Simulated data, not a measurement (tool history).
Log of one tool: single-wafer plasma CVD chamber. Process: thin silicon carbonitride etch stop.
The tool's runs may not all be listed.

run  hour  RF power (W)  deposition time (s)  mean film thickness on the monitor wafer (angstrom)
  1     0           160                 17.1                                               89.684
  2   8.3           140                 17.1                                               86.499
  3  14.8           145                 17.3                                               88.123
  4  22.7           150                 17.4                                               89.775
  5  26.6           125                 17.4                                               84.312
  6  29.5           125                 15.6                                               75.273
  7  36.8           135                 15.9                                               79.066

The next listed run, before its measurement:
  8  41.4           145                 16.1                                                    ?

mean film thickness on the monitor wafer (angstrom): 81.93

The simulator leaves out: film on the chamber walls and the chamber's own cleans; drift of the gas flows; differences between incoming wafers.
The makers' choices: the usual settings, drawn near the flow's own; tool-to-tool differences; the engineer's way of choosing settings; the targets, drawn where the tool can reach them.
